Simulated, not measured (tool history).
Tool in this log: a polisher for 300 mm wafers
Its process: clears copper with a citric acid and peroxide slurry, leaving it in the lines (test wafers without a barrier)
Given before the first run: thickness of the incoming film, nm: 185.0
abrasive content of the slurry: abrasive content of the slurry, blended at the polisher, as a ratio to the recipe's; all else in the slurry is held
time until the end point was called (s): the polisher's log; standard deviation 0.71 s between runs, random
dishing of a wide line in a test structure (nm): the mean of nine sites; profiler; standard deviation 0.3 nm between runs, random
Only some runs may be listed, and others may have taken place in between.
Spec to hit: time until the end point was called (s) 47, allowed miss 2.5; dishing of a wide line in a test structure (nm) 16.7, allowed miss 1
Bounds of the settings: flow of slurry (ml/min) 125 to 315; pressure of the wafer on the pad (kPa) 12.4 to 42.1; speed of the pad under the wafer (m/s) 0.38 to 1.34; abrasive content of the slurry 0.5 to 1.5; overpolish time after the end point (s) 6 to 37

run,hour,flow of slurry (ml/min),pressure of the wafer on the pad (kPa),speed of the pad under the wafer (m/s),abrasive content of the slurry,overpolish time after the end point (s),time until the end point was called (s),dishing of a wide line in a test structure (nm)
1,0,205,26.9,0.86,1,19,67.272,15.421
2,2.6,205,28.3,0.86,1,19,64.139,15.759
3,7.9,205,29.6,0.86,1,19,61.757,15.619
4,15.8,205,31,0.86,1,19,57.567,16.196
5,20.8,235,31,0.86,1,19,58.268,15.25
6,27.4,235,33.8,0.86,1,19,54.028,16.373
7,29.2,235,34.5,0.86,1,19,52.786,16.057
8,31.4,235,35.2,0.86,1,19,53.258,16.193
9,38.2,235,35.9,0.86,1,19,52.371,16.24
10,39.3,235,35.9,0.86,1,19,51.4,16.254
11,47.7,235,35.9,0.86,1,19,50.832,16.854

Of the 5 settings listed for the next run, only one would bring every result within its allowed miss of target. Which one?
A,56.1,190,33.8,0.84,1.2,23,?,?
B,56.1,210,38.6,0.8,1,19,?,?
C,56.1,310,41.4,0.82,1,18,?,?
D,56.1,200,34.5,0.86,0.9,21,?,?
E,56.1,225,40,0.8,1,20,?,?

move,time until the end point was called (s),dishing of a wide line in a test structure (nm)
A,53.959,16.216
B,51.985,15.948
C,46.085,16.091
D,54.871,16.02
E,50.073,16.135
A: moves away from the targets compared with the last run
B: moves away from the targets compared with the last run
C: each result inside its tolerance
D: moves away from the targets compared with the last run
E: better than the last run, though not everything is in spec
Move C is the one to make.

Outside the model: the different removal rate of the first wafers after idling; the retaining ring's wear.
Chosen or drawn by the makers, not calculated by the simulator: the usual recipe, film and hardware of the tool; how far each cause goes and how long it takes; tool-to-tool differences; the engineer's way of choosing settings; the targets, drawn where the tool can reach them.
